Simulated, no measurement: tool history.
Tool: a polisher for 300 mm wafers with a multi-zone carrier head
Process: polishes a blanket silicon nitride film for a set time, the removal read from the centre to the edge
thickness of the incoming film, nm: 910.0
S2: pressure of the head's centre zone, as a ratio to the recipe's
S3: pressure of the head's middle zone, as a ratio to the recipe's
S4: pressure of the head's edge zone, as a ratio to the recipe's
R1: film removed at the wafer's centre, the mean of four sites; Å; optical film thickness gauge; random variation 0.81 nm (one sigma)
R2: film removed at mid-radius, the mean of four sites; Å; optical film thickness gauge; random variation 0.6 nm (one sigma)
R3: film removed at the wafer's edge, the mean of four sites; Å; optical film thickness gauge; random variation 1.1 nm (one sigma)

Run 1, day 0: flow of slurry (ml/min) 210, S2 1, S3 1, S4 1, polishing time (s) 62. Result: R1 992.5 Å, R2 1018.7 Å, R3 989.25 Å.
Run 2, day 0.329: flow of slurry (ml/min) 200, S2 0.97, S3 0.97, S4 1, polishing time (s) 61. Result: R1 941.81 Å, R2 949.36 Å, R3 980.14 Å.
Run 3, day 0.45: flow of slurry (ml/min) 200, S2 0.93, S3 0.97, S4 1, polishing time (s) 61. Result: R1 896.65 Å, R2 964.66 Å, R3 957.96 Å.
Run 4, day 0.625: flow of slurry (ml/min) 195, S2 0.91, S3 0.95, S4 1, polishing time (s) 61. Result: R1 857.88 Å, R2 956.63 Å, R3 963.64 Å.
Run 5, day 0.762: flow of slurry (ml/min) 190, S2 0.9, S3 0.93, S4 1, polishing time (s) 60. Result: R1 847.65 Å, R2 898.6 Å, R3 950.63 Å.
Run 6, day 1.133: flow of slurry (ml/min) 190, S2 0.9, S3 0.93, S4 1, polishing time (s) 72. Result: R1 1011.6 Å, R2 1095.8 Å, R3 1125.6 Å.
Run 7, day 1.338: flow of slurry (ml/min) 185, S2 0.89, S3 0.91, S4 0.99, polishing time (s) 70. Result: R1 965.92 Å, R2 1023.3 Å, R3 1110.9 Å.
Run 8, day 1.546: flow of slurry (ml/min) 185, S2 0.88, S3 0.9, S4 0.98, polishing time (s) 68. Result: R1 932.24 Å, R2 998.29 Å, R3 1068.7 Å.
Run 9, day 1.579: flow of slurry (ml/min) 180, S2 0.87, S3 0.89, S4 0.98, polishing time (s) 66. Result: R1 900.07 Å, R2 959.03 Å, R3 1030.1 Å.

The next listed run, before its measurement:
Run 10, day 1.633: flow of slurry (ml/min) 175, S2 0.86, S3 0.88, S4 0.98, polishing time (s) 65. Result: R1 ?, R2 ?, R3 ?.

Run 10 gave R1 858.24 Å, R2 921.27 Å, R3 1006.9 Å.
